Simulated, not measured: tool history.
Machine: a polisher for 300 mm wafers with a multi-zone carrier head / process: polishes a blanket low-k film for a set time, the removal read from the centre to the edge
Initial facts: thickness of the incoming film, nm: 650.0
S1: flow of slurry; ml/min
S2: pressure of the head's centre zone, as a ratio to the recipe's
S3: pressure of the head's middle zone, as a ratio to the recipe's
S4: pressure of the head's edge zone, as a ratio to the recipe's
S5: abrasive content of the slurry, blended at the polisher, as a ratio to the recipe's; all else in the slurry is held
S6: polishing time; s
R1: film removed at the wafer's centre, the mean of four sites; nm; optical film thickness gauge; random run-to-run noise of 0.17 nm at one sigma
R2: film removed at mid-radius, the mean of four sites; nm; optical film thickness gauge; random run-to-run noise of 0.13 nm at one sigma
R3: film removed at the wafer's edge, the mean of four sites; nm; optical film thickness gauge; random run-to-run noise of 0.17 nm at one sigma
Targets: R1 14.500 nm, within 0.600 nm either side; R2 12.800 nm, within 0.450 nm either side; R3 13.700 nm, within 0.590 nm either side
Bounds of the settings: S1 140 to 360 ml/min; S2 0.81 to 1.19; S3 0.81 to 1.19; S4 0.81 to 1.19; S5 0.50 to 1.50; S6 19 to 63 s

run 1 day=0.000 | S1=230 S2=1.00 S3=1.00 S4=1.00 S5=1.00 S6=41 | R1=26.199 R2=25.531 R3=25.522
run 2 day=0.246 | S1=280 S2=1.00 S3=1.00 S4=1.00 S5=1.00 S6=41 | R1=26.370 R2=26.410 R3=26.209
run 3 day=0.350 | S1=265 S2=0.99 S3=0.95 S4=0.96 S5=0.85 S6=37 | R1=21.948 R2=21.530 R3=21.767
run 4 day=0.650 | S1=250 S2=1.00 S3=0.91 S4=0.93 S5=0.75 S6=34 | R1=19.079 R2=18.257 R3=18.586
run 5 day=0.808 | S1=250 S2=1.00 S3=0.84 S4=0.93 S5=0.75 S6=34 | R1=18.920 R2=17.010 R3=18.667
run 6 day=0.979 | S1=250 S2=1.00 S3=0.84 S4=0.93 S5=0.65 S6=34 | R1=17.671 R2=16.131 R3=17.100
run 7 day=1.075 | S1=240 S2=1.01 S3=0.83 S4=0.93 S5=0.60 S6=33 | R1=16.889 R2=14.906 R3=15.760
run 8 day=1.175 | S1=175 S2=0.97 S3=0.81 S4=0.93 S5=0.50 S6=31 | R1=12.829 R2=12.078 R3=13.247
run 9 day=1.242 | S1=190 S2=0.98 S3=0.81 S4=0.93 S5=0.50 S6=31 | R1=13.171 R2=12.176 R3=13.304
run 10 day=1.283 | S1=200 S2=0.99 S3=0.81 S4=0.93 S5=0.50 S6=31 | R1=13.533 R2=12.177 R3=13.175
run 11 day=1.512 | S1=210 S2=0.99 S3=0.81 S4=0.93 S5=0.50 S6=31 | R1=13.796 R2=12.579 R3=13.596

Which of these 4 next moves meets every target?
run A day=1.742 | S1=235 S2=0.97 S3=0.83 S4=0.95 S5=0.50 S6=30 | R1=? R2=? R3=?
run B day=1.742 | S1=140 S2=1.03 S3=0.81 S4=0.86 S5=0.65 S6=30 | R1=? R2=? R3=?
run C day=1.742 | S1=180 S2=1.18 S3=0.81 S4=0.98 S5=0.60 S6=28 | R1=? R2=? R3=?
run D day=1.742 | S1=185 S2=1.15 S3=0.81 S4=1.03 S5=0.55 S6=29 | R1=? R2=? R3=?

move=A R1=13.037 R2=12.478 R3=13.296
move=B R1=14.126 R2=12.701 R3=13.531
move=C R1=15.466 R2=12.042 R3=13.344
move=D R1=15.037 R2=12.008 R3=13.577
A: its largest miss is bigger than the last run's
B: meets every target
C: carries the result that was furthest off beyond its target, to the other side
D: brings the last run's worst result on target, with another outside its allowed miss
Move B is the one to make.
